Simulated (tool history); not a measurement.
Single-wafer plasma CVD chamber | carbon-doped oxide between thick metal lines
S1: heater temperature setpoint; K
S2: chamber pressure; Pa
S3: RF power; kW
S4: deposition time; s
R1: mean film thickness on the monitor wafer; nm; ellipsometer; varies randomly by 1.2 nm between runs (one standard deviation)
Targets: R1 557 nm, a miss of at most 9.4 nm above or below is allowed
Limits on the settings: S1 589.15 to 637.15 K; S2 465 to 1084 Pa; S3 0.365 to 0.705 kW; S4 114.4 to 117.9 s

| run | hour | S1 | S2 | S3 | S4 | R1 |
|---|---|---|---|---|---|---|
| 1 | 0 | 613.15 | 775 | 0.535 | 114.4 | 661.54 |
| 2 | 5.9 | 617.15 | 713 | 0.51 | 114.4 | 616.72 |
| 3 | 11.2 | 617.15 | 713 | 0.575 | 114.4 | 672.68 |
| 4 | 15.8 | 621.15 | 647 | 0.555 | 114.4 | 639.12 |
| 5 | 19.7 | 621.15 | 647 | 0.555 | 114.4 | 639.38 |
| 6 | 22 | 621.15 | 647 | 0.555 | 114.4 | 637.17 |
| 7 | 30.9 | 624.15 | 599 | 0.54 | 114.4 | 612.89 |
| 8 | 36.7 | 627.15 | 563 | 0.53 | 114.4 | 590.89 |
| 9 | 43.1 | 629.15 | 537 | 0.525 | 114.4 | 579.82 |
| 10 | 48.8 | 631.15 | 521 | 0.525 | 114.4 | 576.62 |
|  | 53.3 | capacitance manometer re-zeroed and calibrated |
| 11 | 53.3 | 632.15 | 505 | 0.525 | 114.4 | 575.92 |
| 12 | 59.3 | 635.15 | 469 | 0.5 | 114.4 | 543.41 |
| 13 | 67.5 | 634.15 | 479 | 0.5 | 114.4 | 547.24 |

Next run, 4 choices. One meets every target within its allowed miss, the rest don't. Which?
| A | 75.7 | 633.15 | 475 | 0.52 | 117.9 | ? |
| B | 75.7 | 636.15 | 499 | 0.515 | 117.9 | ? |
| C | 75.7 | 615.15 | 465 | 0.52 | 114.4 | ? |
| D | 75.7 | 635.15 | 495 | 0.49 | 117.9 | ? |

| move | R1 |
|---|---|
| A | 584.45 |
| B | 580.24 |
| C | 589.16 |
| D | 558.25 |
A: carries the result that was furthest off beyond its target, to the other side
B: carries the result that was furthest off beyond its target, to the other side
C: carries the result that was furthest off beyond its target, to the other side
D: in spec on every target
Go with D: it meets all targets.

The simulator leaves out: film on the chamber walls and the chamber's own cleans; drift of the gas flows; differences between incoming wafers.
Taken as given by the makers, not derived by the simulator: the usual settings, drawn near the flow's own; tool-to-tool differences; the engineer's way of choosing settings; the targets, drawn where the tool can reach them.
